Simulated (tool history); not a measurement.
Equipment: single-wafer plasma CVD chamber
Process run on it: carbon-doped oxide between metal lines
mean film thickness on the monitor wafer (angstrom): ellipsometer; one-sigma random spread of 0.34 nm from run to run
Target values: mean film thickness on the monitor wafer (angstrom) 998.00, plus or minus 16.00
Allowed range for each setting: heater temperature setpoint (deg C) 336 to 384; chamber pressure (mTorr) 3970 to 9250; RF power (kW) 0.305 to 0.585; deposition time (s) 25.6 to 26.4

run,hour,heater temperature setpoint (deg C),chamber pressure (mTorr),RF power (kW),deposition time (s),mean film thickness on the monitor wafer (angstrom)
1,0.0,360,6610,0.445,25.6,1137.40
2,4.4,360,7620,0.445,25.6,1148.20
3,10.0,362,7520,0.435,25.6,1116.80
4,13.8,364,7460,0.430,25.6,1102.20
5,20.8,366,7390,0.425,25.6,1094.50
6,29.0,366,7390,0.425,26.4,1131.10
7,32.3,367,7340,0.415,26.4,1101.90
8,38.4,368,7270,0.410,26.4,1086.10
9,45.9,368,7270,0.410,26.4,1089.20
10,49.0,369,7200,0.405,26.4,1074.70
11,49.8,370,7120,0.400,26.4,1055.80
12,58.0,371,7030,0.400,26.4,1061.10
13,66.5,372,6990,0.395,26.4,1034.20
14,72.7,373,6940,0.395,26.4,1040.40
15,80.4,374,6880,0.395,26.4,1038.40
16,88.0,375,6830,0.395,26.4,1039.30

Pick the move, out of 5, that brings all results within their allowed miss; only one does.
A,95.6,373,7900,0.410,26.0,?
B,95.6,375,5410,0.440,26.4,?
C,95.6,382,5830,0.440,26.4,?
D,95.6,381,5590,0.395,26.4,?
E,95.6,379,6400,0.380,25.6,?

move,mean film thickness on the monitor wafer (angstrom)
A,1061.40
B,1088.50
C,1088.90
D,989.84
E,951.52
A: misses by more than the last run did
B: misses by more than the last run did
C: misses by more than the last run did
D: hits every target within its allowed miss
E: carries the result that was furthest off beyond its target, to the other side
Move D is the one to make.

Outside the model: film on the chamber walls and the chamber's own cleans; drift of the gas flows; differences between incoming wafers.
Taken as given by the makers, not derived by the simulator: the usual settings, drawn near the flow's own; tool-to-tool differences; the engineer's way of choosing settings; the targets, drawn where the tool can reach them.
